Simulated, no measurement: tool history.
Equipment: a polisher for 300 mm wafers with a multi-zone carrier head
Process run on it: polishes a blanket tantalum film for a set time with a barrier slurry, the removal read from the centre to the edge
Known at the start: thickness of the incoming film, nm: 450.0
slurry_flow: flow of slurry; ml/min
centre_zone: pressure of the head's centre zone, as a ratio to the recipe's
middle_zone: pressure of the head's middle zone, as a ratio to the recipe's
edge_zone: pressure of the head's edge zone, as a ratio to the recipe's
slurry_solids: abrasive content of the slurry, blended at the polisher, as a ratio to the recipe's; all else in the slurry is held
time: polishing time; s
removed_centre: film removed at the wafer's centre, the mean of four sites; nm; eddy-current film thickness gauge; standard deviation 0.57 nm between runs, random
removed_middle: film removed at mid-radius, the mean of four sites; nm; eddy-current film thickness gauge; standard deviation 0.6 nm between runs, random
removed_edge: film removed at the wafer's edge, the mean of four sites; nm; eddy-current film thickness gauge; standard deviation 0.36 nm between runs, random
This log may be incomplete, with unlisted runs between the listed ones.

{"run": 1, "hour": 0.0, "slurry_flow": 150, "centre_zone": 1.0, "middle_zone": 1.0, "edge_zone": 1.0, "slurry_solids": 1.0, "time": 49, "removed_centre": 58.507, "removed_middle": 57.57, "removed_edge": 58.811}
{"run": 2, "hour": 3.2, "slurry_flow": 150, "centre_zone": 1.07, "middle_zone": 1.0, "edge_zone": 1.0, "slurry_solids": 1.0, "time": 49, "removed_centre": 61.857, "removed_middle": 59.385, "removed_edge": 58.353}
{"run": 3, "hour": 7.3, "slurry_flow": 150, "centre_zone": 1.07, "middle_zone": 1.0, "edge_zone": 1.07, "slurry_solids": 1.0, "time": 49, "removed_centre": 62.231, "removed_middle": 58.92, "removed_edge": 60.869}
{"run": 4, "hour": 13.8, "slurry_flow": 150, "centre_zone": 1.01, "middle_zone": 1.0, "edge_zone": 1.07, "slurry_solids": 1.0, "time": 49, "removed_centre": 60.081, "removed_middle": 57.381, "removed_edge": 60.84}
{"run": 5, "hour": 17.5, "slurry_flow": 150, "centre_zone": 1.01, "middle_zone": 1.0, "edge_zone": 0.99, "slurry_solids": 1.0, "time": 49, "removed_centre": 59.623, "removed_middle": 60.073, "removed_edge": 58.021}
{"hour": 22.1, "done": "worn pad replaced by a new one"}
{"run": 6, "hour": 22.1, "slurry_flow": 145, "centre_zone": 0.99, "middle_zone": 1.0, "edge_zone": 0.99, "slurry_solids": 0.95, "time": 49, "removed_centre": 61.242, "removed_middle": 61.806, "removed_edge": 61.561}
{"run": 7, "hour": 28.9, "slurry_flow": 145, "centre_zone": 0.97, "middle_zone": 1.0, "edge_zone": 0.99, "slurry_solids": 1.0, "time": 48, "removed_centre": 60.255, "removed_middle": 61.066, "removed_edge": 61.595}
{"run": 8, "hour": 35.1, "slurry_flow": 145, "centre_zone": 0.96, "middle_zone": 1.01, "edge_zone": 1.0, "slurry_solids": 0.95, "time": 46, "removed_centre": 56.349, "removed_middle": 57.463, "removed_edge": 57.907}
{"run": 9, "hour": 43.8, "slurry_flow": 145, "centre_zone": 0.94, "middle_zone": 1.01, "edge_zone": 1.0, "slurry_solids": 0.95, "time": 44, "removed_centre": 53.695, "removed_middle": 57.761, "removed_edge": 55.031}
{"run": 10, "hour": 50.9, "slurry_flow": 140, "centre_zone": 0.92, "middle_zone": 1.0, "edge_zone": 1.01, "slurry_solids": 0.95, "time": 43, "removed_centre": 49.648, "removed_middle": 54.746, "removed_edge": 54.034}
{"run": 11, "hour": 51.5, "slurry_flow": 140, "centre_zone": 0.92, "middle_zone": 0.99, "edge_zone": 1.01, "slurry_solids": 0.9, "time": 43, "removed_centre": 48.469, "removed_middle": 50.613, "removed_edge": 52.831}

What will run 12 give?
{"run": 12, "hour": 58.5, "slurry_flow": 140, "centre_zone": 0.91, "middle_zone": 0.99, "edge_zone": 1.0, "slurry_solids": 0.85, "time": 43, "removed_centre": "?", "removed_middle": "?", "removed_edge": "?"}

{"run 12": {"removed_centre": 47.84, "removed_middle": 51.484, "removed_edge": 51.061}}
